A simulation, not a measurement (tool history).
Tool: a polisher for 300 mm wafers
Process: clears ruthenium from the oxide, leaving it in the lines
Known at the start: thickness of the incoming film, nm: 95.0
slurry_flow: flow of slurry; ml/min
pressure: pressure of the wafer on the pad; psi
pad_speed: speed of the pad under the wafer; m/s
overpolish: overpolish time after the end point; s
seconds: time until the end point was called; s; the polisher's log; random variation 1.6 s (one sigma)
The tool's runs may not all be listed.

run 1 hour=0.0 | slurry_flow=305 pressure=2.4 pad_speed=0.92 overpolish=4 | seconds=80.880
run 2 hour=3.4 | slurry_flow=305 pressure=2.2 pad_speed=0.92 overpolish=4 | seconds=84.649
run 3 hour=4.7 | slurry_flow=305 pressure=1.9 pad_speed=0.88 overpolish=4 | seconds=96.684
run 4 hour=7.3 | slurry_flow=305 pressure=1.7 pad_speed=0.84 overpolish=4 | seconds=106.060
run 5 hour=13.8 | slurry_flow=305 pressure=1.6 pad_speed=0.80 overpolish=4 | seconds=114.790
run 6 hour=21.0 | slurry_flow=305 pressure=1.5 pad_speed=0.78 overpolish=4 | seconds=119.520
run 7 hour=27.3 | slurry_flow=305 pressure=1.4 pad_speed=0.76 overpolish=4 | seconds=125.630
-- hour=32.2 slurry nozzle cleaned
run 8 hour=32.2 | slurry_flow=305 pressure=1.3 pad_speed=0.74 overpolish=4 | seconds=129.020

The next listed run, before its measurement:
run 9 hour=38.4 | slurry_flow=305 pressure=1.3 pad_speed=0.72 overpolish=4 | seconds=?

Run 9 gave seconds 130.330 s.
